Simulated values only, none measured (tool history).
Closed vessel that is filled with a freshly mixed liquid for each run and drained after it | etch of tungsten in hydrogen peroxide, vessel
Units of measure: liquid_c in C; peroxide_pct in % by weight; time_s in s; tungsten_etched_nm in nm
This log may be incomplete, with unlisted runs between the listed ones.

run	hour	liquid_c	peroxide_pct	time_s	tungsten_etched_nm
1	0.0	51.0	17	85	209.32
2	5.8	53.0	17	85	233.21
3	12.6	53.0	19	85	244.34
4	18.1	53.0	17	85	235.50
5	19.3	48.5	17	85	174.70
6	24.1	51.0	17	85	208.21
7	25.7	53.0	17	85	232.72
8	29.0	54.5	17	85	258.98
9	31.5	55.5	17	85	269.83
10	33.9	56.5	17	85	292.49
11	38.3	57.0	17	85	303.34
12	45.2	57.5	17	85	309.35
13	53.7	58.0	17	85	318.22

For run 14, what comes out?
14	54.4	58.5	17	85	?

Run 14 measured tungsten_etched_nm 323.43 nm.
